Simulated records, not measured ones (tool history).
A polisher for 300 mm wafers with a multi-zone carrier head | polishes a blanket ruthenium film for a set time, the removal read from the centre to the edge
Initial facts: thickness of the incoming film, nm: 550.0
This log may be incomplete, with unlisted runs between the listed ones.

run    day  flow of slurry (ml/min)  pressure of the head's centre zone  pressure of the head's middle zone  pressure of the head's edge zone  polishing time (s)  film removed at the wafer's centre (angstrom)  film removed at mid-radius (angstrom)  film removed at the wafer's edge (angstrom)
  1      0                      265                                   1                                   1                                 1                  59                                         795.07                                  709.4                                       716.09
  2  0.121                      260                                0.96                                   1                              0.98                  53                                         659.12                                 624.46                                       636.11
  3  0.204                      225                                0.96                                   1                              0.98                  53                                          651.8                                  622.1                                       627.36
  4  0.471                      225                                0.96                                1.05                              0.98                  53                                         659.75                                 638.12                                       622.08
  5  0.792                      225                                0.96                                1.08                              0.98                  53                                         666.93                                 653.78                                       623.27
  6  1.033                      225                                0.93                                1.08                              0.98                  53                                          626.3                                 645.08                                        619.3
  7  1.171                      220                                0.92                                1.07                              0.96                  49                                         577.74                                 584.98                                        577.6
  8  1.317                      215                                0.91                                1.09                              0.94                  46                                         538.92                                 559.69                                       526.71
  9  1.658                      215                                0.89                                1.08                              0.92                  45                                            523                                 539.76                                       520.44

Run 10, settings as shown, results not yet in. Your forecast:
 10  1.858                      205                                0.85                                 1.1                              0.89                  34                                              ?                                      ?                                            ?

Run 10 measured film removed at the wafer's centre (angstrom) 374.61, film removed at mid-radius (angstrom) 409.85, film removed at the wafer's edge (angstrom) 388.95.
